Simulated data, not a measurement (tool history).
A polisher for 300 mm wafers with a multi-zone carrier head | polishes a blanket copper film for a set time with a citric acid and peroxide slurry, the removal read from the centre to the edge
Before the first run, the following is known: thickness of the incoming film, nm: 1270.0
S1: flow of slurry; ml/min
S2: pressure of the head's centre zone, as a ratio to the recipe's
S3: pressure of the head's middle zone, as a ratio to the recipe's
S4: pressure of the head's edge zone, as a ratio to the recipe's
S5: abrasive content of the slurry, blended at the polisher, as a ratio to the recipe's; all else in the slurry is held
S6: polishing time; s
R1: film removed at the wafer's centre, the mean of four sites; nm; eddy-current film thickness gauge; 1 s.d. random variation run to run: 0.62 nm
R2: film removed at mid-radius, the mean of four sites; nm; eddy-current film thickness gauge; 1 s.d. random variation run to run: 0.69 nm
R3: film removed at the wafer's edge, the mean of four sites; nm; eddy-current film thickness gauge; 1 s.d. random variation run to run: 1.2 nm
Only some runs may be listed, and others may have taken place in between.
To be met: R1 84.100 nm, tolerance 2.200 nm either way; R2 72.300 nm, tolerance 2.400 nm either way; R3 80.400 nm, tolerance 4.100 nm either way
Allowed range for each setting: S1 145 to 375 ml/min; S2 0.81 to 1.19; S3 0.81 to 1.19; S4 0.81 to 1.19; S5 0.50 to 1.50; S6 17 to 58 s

run 1 hour=0.0 | S1=240 S2=1.00 S3=1.00 S4=1.00 S5=1.00 S6=37 | R1=62.258 R2=64.802 R3=62.371
run 2 hour=7.1 | S1=240 S2=1.00 S3=1.00 S4=1.00 S5=1.00 S6=42 | R1=70.321 R2=72.108 R3=70.508
run 3 hour=10.1 | S1=240 S2=1.00 S3=1.00 S4=1.00 S5=1.00 S6=33 | R1=55.336 R2=56.964 R3=55.344
run 4 hour=17.4 | S1=245 S2=1.02 S3=0.99 S4=1.03 S5=1.10 S6=34 | R1=60.150 R2=59.465 R3=59.950
run 5 hour=23.5 | S1=205 S2=1.02 S3=0.99 S4=1.03 S5=1.10 S6=34 | R1=57.519 R2=57.862 R3=58.179
run 6 hour=31.3 | S1=205 S2=1.10 S3=0.99 S4=1.03 S5=1.10 S6=34 | R1=62.611 R2=58.135 R3=59.310
run 7 hour=32.1 | S1=220 S2=1.11 S3=1.00 S4=1.06 S5=1.15 S6=34 | R1=63.950 R2=60.704 R3=60.892
run 8 hour=35.1 | S1=230 S2=1.12 S3=0.99 S4=1.08 S5=1.20 S6=35 | R1=67.471 R2=61.775 R3=64.254
run 9 hour=39.3 | S1=240 S2=1.13 S3=0.99 S4=1.10 S5=1.25 S6=35 | R1=69.635 R2=64.165 R3=64.066
run 10 hour=40.9 | S1=225 S2=1.13 S3=0.98 S4=1.11 S5=1.30 S6=36 | R1=70.949 R2=64.180 R3=68.156

Which single option among these 4 for the next run brings every result within its allowed miss of target? Just one does.
run A hour=42.5 | S1=150 S2=1.13 S3=0.92 S4=1.07 S5=1.25 S6=46 | R1=? R2=? R3=?
run B hour=42.5 | S1=145 S2=1.00 S3=0.94 S4=1.19 S5=1.40 S6=48 | R1=? R2=? R3=?
run C hour=42.5 | S1=315 S2=1.07 S3=0.94 S4=1.05 S5=1.25 S6=43 | R1=? R2=? R3=?
run D hour=42.5 | S1=250 S2=1.05 S3=1.04 S4=1.14 S5=1.40 S6=41 | R1=? R2=? R3=?

move=A R1=84.079 R2=72.971 R3=79.004
move=B R1=80.012 R2=79.204 R3=88.729
move=C R1=83.167 R2=76.423 R3=78.584
move=D R1=78.073 R2=79.637 R3=78.518
A: all results land within tolerance of their targets
B: gains on the last run, yet a result remains outside its allowed miss
C: the furthest-off result lands on target, but another misses its tolerance
D: gains on the last run, yet a result remains outside its allowed miss
Correct choice: A, which meets every target
